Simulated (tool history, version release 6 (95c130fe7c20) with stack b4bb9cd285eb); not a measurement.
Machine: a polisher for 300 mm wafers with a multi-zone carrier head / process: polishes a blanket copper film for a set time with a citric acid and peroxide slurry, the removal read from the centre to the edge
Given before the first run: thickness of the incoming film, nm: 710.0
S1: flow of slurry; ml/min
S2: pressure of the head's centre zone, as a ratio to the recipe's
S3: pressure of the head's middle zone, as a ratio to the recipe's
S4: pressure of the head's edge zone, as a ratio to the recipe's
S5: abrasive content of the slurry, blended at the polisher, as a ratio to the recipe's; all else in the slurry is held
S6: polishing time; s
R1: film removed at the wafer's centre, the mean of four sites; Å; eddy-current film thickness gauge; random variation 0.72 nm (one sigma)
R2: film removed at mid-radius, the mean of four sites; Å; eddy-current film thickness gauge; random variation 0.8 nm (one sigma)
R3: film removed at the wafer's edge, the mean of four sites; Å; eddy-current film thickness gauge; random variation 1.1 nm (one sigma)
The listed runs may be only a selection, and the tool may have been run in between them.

Run 1, hour 0: S1 215 ml/min, S2 1, S3 1, S4 1, S5 1, S6 44 s. Result: R1 1498.7 Å, R2 1524.1 Å, R3 1618.6 Å.
Run 2, hour 7: S1 215 ml/min, S2 1, S3 0.93, S4 1, S5 1, S6 44 s. Result: R1 1501.9 Å, R2 1416.1 Å, R3 1587.9 Å.
Run 3, hour 15.1: S1 215 ml/min, S2 0.95, S3 0.93, S4 1, S5 1, S6 44 s. Result: R1 1433.9 Å, R2 1422.3 Å, R3 1586.2 Å.
Run 4, hour 18.8: S1 215 ml/min, S2 0.95, S3 0.93, S4 1, S5 1, S6 51 s. Result: R1 1648.8 Å, R2 1674.5 Å, R3 1870.3 Å.
Run 5, hour 27.3: S1 215 ml/min, S2 0.95, S3 0.86, S4 1, S5 1, S6 51 s. Result: R1 1629.3 Å, R2 1542.6 Å, R3 1824.4 Å.
Run 6, hour 32.9: S1 210 ml/min, S2 0.94, S3 0.85, S4 0.98, S5 0.95, S6 49 s. Result: R1 1558 Å, R2 1451.4 Å, R3 1756.3 Å.
Run 7, hour 41.1: S1 215 ml/min, S2 0.94, S3 0.86, S4 0.97, S5 0.9, S6 46 s. Result: R1 1448.8 Å, R2 1385.6 Å, R3 1673.5 Å.
Run 8, hour 44.8: S1 215 ml/min, S2 0.94, S3 0.86, S4 0.97, S5 0.9, S6 46 s. Result: R1 1460.9 Å, R2 1360.2 Å, R3 1634.4 Å.
Run 9, hour 45.7: S1 215 ml/min, S2 0.94, S3 0.87, S4 0.96, S5 0.85, S6 43 s. Result: R1 1326.8 Å, R2 1286.3 Å, R3 1514.2 Å.
Run 10, hour 50.5: S1 215 ml/min, S2 0.95, S3 0.87, S4 0.95, S5 0.8, S6 41 s. Result: R1 1284.6 Å, R2 1223.1 Å, R3 1428.6 Å.

Run 11, settings as shown, results not yet in. Your forecast:
Run 11, hour 52.3: S1 210 ml/min, S2 0.95, S3 0.87, S4 0.94, S5 0.75, S6 40 s. Result: R1 ?, R2 ?, R3 ?.

{"run 11": {"R1": 1235.9, "R2": 1181.4, "R3": 1373.9}}

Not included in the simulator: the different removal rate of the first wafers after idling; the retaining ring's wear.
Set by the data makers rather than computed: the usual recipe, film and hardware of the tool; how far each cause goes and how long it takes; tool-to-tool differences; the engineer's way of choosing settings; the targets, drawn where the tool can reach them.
